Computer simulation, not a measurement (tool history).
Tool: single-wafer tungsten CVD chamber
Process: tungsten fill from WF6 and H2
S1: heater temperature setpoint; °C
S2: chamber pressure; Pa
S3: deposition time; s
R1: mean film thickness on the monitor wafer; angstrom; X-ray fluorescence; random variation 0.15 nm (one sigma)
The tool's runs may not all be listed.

{"run": 1, "day": 0.0, "S1": 390, "S2": 6706, "S3": 18.8, "R1": 548.58}
{"run": 2, "day": 0.154, "S1": 390, "S2": 5733, "S3": 18.8, "R1": 514.02}
{"run": 3, "day": 0.446, "S1": 399, "S2": 5733, "S3": 18.8, "R1": 614.19}
{"run": 4, "day": 0.554, "S1": 395, "S2": 5706, "S3": 18.8, "R1": 571.46}
{"run": 5, "day": 0.746, "S1": 395, "S2": 5706, "S3": 18.8, "R1": 567.59}
{"run": 6, "day": 0.796, "S1": 391, "S2": 5680, "S3": 18.8, "R1": 526.51}
{"run": 7, "day": 0.983, "S1": 388, "S2": 5653, "S3": 18.8, "R1": 495.69}
{"run": 8, "day": 1.179, "S1": 385, "S2": 5640, "S3": 18.8, "R1": 465.31}

Forecast run 9:
{"run": 9, "day": 1.288, "S1": 383, "S2": 5626, "S3": 18.8, "R1": "?"}

Run 9 gave R1 446.98 angstrom.
